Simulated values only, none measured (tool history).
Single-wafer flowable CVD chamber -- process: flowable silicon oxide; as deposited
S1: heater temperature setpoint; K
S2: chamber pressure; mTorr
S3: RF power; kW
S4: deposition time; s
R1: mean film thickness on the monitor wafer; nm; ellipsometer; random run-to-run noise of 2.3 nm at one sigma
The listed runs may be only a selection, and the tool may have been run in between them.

{"run": 1, "hour": 0.0, "S1": 363.15, "S2": 852, "S3": 2.135, "S4": 421, "R1": 411.92}
{"run": 2, "hour": 8.2, "S1": 362.15, "S2": 852, "S3": 2.135, "S4": 421, "R1": 425.56}
{"run": 3, "hour": 12.8, "S1": 362.15, "S2": 852, "S3": 2.135, "S4": 401, "R1": 403.19}
{"run": 4, "hour": 15.8, "S1": 362.15, "S2": 778, "S3": 2.135, "S4": 401, "R1": 370.77}
{"run": 5, "hour": 22.7, "S1": 362.15, "S2": 714, "S3": 2.135, "S4": 401, "R1": 342.34}
{"run": 6, "hour": 31.3, "S1": 360.15, "S2": 715, "S3": 2.135, "S4": 401, "R1": 361.91}
{"run": 7, "hour": 39.9, "S1": 358.15, "S2": 716, "S3": 2.135, "S4": 401, "R1": 384.67}
{"run": 8, "hour": 44.3, "S1": 358.15, "S2": 716, "S3": 2.135, "S4": 401, "R1": 383.16}
{"run": 9, "hour": 50.6, "S1": 356.15, "S2": 717, "S3": 2.135, "S4": 401, "R1": 404.87}
{"run": 10, "hour": 53.8, "S1": 354.15, "S2": 718, "S3": 2.135, "S4": 401, "R1": 431.93}
{"run": 11, "hour": 55.7, "S1": 353.15, "S2": 718, "S3": 2.135, "S4": 401, "R1": 445.75}

Run 12 comes next. What will it give?
{"run": 12, "hour": 64.4, "S1": 352.15, "S2": 718, "S3": 2.135, "S4": 401, "R1": "?"}

{"run 12": {"R1": 460.17}}

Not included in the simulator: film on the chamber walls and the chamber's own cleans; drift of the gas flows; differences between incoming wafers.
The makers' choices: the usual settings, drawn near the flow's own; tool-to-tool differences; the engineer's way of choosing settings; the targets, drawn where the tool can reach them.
